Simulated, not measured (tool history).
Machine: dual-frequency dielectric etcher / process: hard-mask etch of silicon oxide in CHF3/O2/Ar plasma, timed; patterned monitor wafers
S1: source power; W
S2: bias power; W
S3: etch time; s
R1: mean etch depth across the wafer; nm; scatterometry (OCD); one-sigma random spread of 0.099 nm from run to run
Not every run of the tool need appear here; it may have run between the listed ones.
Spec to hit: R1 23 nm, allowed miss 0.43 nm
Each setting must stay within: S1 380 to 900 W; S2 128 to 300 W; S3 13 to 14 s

{"run": 1, "hour": 0.0, "S1": 640, "S2": 214, "S3": 14, "R1": 28.817}
{"run": 2, "hour": 2.3, "S1": 730, "S2": 214, "S3": 14, "R1": 31.003}
{"run": 3, "hour": 9.1, "S1": 660, "S2": 208, "S3": 14, "R1": 28.88}
{"run": 4, "hour": 12.2, "S1": 660, "S2": 185, "S3": 14, "R1": 27.175}
{"hour": 18.4, "done": "bias power generator calibrated"}
{"run": 5, "hour": 18.4, "S1": 660, "S2": 185, "S3": 14, "R1": 27.532}
{"run": 6, "hour": 24.4, "S1": 550, "S2": 185, "S3": 14, "R1": 25.434}
{"run": 7, "hour": 32.5, "S1": 550, "S2": 185, "S3": 14, "R1": 25.493}
{"run": 8, "hour": 38.3, "S1": 520, "S2": 184, "S3": 14, "R1": 24.732}
{"run": 9, "hour": 42.9, "S1": 500, "S2": 183, "S3": 14, "R1": 24.101}
{"run": 10, "hour": 43.8, "S1": 490, "S2": 183, "S3": 14, "R1": 24.099}
{"run": 11, "hour": 44.5, "S1": 480, "S2": 183, "S3": 14, "R1": 23.603}
{"run": 12, "hour": 46.8, "S1": 440, "S2": 181, "S3": 14, "R1": 22.358}

Exactly one of the 5 candidate moves below puts every result within its allowed miss. Which one?
{"run": "A", "hour": 49.1, "S1": 480, "S2": 191, "S3": 14, "R1": "?"}
{"run": "B", "hour": 49.1, "S1": 540, "S2": 166, "S3": 14, "R1": "?"}
{"run": "C", "hour": 49.1, "S1": 540, "S2": 171, "S3": 14, "R1": "?"}
{"run": "D", "hour": 49.1, "S1": 570, "S2": 188, "S3": 13, "R1": "?"}
{"run": "E", "hour": 49.1, "S1": 480, "S2": 175, "S3": 14, "R1": "?"}

move=A R1=24.121
move=B R1=23.806
move=C R1=24.178
move=D R1=24.206
move=E R1=23.053
A: carries the result that was furthest off beyond its target, to the other side
B: carries the result that was furthest off beyond its target, to the other side
C: carries the result that was furthest off beyond its target, to the other side
D: carries the result that was furthest off beyond its target, to the other side
E: all results in spec
Move E is the one to make.
